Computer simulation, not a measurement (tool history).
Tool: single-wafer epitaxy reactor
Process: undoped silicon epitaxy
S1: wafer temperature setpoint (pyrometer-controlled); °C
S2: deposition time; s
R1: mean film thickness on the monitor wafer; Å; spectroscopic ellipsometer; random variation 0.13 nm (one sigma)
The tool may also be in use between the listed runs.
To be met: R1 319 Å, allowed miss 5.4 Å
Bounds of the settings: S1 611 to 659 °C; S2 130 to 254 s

run,hour,S1,S2,R1
1,0,635,192,215.27
2,2.5,639,192,235.28
3,8.9,639,171,208.99
4,15.4,643,171,231.4
5,18.3,652,171,290.92
6,20.9,652,153,259.83
7,21.9,654,154,278.26
8,27.5,654,154,276.25
9,30.5,655,155,285.53
10,37.9,656,155,292.86
11,44.9,657,155,296.17
12,53.3,659,162,329.88

Which of these 4 next moves meets every target?
A,61.7,656,170,?
B,61.7,659,171,?
C,61.7,656,175,?
D,61.7,657,173,?

move,R1
A,320.79
B,347.05
C,330.22
D,334.49
A: meets every target
B: further off than the last run
C: as far off as the last run
D: further off than the last run
Move A is the one to make.

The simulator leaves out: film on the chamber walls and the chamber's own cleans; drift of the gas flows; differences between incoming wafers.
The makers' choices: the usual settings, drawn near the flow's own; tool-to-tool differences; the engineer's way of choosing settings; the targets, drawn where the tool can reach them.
